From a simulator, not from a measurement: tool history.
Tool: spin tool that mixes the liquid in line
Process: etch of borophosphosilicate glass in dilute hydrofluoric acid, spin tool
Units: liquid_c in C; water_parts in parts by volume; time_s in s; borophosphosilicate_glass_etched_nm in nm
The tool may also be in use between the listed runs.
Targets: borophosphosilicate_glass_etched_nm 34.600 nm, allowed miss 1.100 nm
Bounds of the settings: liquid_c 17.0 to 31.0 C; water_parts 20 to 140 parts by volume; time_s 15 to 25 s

run    day  liquid_c  water_parts  time_s  borophosphosilicate_glass_etched_nm
  1  0.000      23.0           75      25                               14.623
  2  0.342      24.0           70      25                               16.404
  3  0.638      27.5           70      25                               18.889
  4  0.796      28.0           65      25                               20.726
  5  1.129      25.5           65      25                               18.827
  6  1.333      26.0           60      25                               21.030
  7  1.692      26.5           60      25                               21.380
  8  1.975      27.0           60      25                               21.937
  9  2.300      27.5           60      25                               21.930
 10  2.388      31.0           30      25                               54.674
 11  2.504      30.0           30      25                               51.335
 12  2.858      29.0           30      25                               49.528
 13  3.050      28.0           30      25                               47.657
 14  3.338      27.0           30      25                               45.668
 15  3.475      26.5           30      25                               44.423
 16  3.850      26.0           30      25                               43.660
 17  4.133      25.5           30      25                               42.927
 18  4.208      25.0           30      25                               41.676
 19  4.408      24.5           30      25                               41.345
 20  4.662      24.0           30      25                               40.793

4 next moves are on the table. One of them brings every result within its allowed miss. Which?
  A  4.917      22.5           30      25                                    ?
  B  4.917      25.5           40      25                                    ?
  C  4.917      31.0           45      25                                    ?
  D  4.917      27.5           30      25                                    ?

move  borophosphosilicate_glass_etched_nm
   A                               38.332
   B                               32.103
   C                               35.260
   D                               47.158
A: nearer than the last run, and not there yet
B: takes the result that was furthest off past its target
C: meets every target
D: further off than the last run
Move C is the one to make.
